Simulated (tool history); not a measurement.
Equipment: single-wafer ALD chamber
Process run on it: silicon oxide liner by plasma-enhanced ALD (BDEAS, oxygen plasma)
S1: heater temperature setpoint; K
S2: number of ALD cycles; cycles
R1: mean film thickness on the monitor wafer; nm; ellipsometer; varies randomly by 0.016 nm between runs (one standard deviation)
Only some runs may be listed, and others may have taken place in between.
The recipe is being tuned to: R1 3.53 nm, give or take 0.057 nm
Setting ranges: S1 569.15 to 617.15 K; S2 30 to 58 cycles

run 1 day=0 | S1=593.15 S2=44 | R1=4.2421
run 2 day=0.296 | S1=594.15 S2=42 | R1=4.0413
run 3 day=0.4 | S1=594.15 S2=38 | R1=3.6819
run 4 day=0.7 | S1=594.15 S2=34 | R1=3.2848
run 5 day=0.721 | S1=594.15 S2=35 | R1=3.3625
run 6 day=1.088 | S1=594.15 S2=31 | R1=2.9766
run 7 day=1.125 | S1=594.15 S2=33 | R1=3.1707
run 8 day=1.396 | S1=594.15 S2=34 | R1=3.2592
run 9 day=1.738 | S1=594.15 S2=35 | R1=3.3864
run 10 day=1.904 | S1=594.15 S2=36 | R1=3.4503

Below are 4 possible settings for the next run. Only one of them brings all results inside the allowed miss of their targets. Which is it?
run A day=2.071 | S1=598.15 S2=35 | R1=?
run B day=2.071 | S1=593.15 S2=34 | R1=?
run C day=2.071 | S1=599.15 S2=34 | R1=?
run D day=2.071 | S1=601.15 S2=37 | R1=?

move=A R1=3.3472
move=B R1=3.2784
move=C R1=3.2462
move=D R1=3.5209
A: the biggest miss grows against the last run
B: the biggest miss grows against the last run
C: the biggest miss grows against the last run
D: in spec on every target
D is the move that brings every result within its allowed miss.
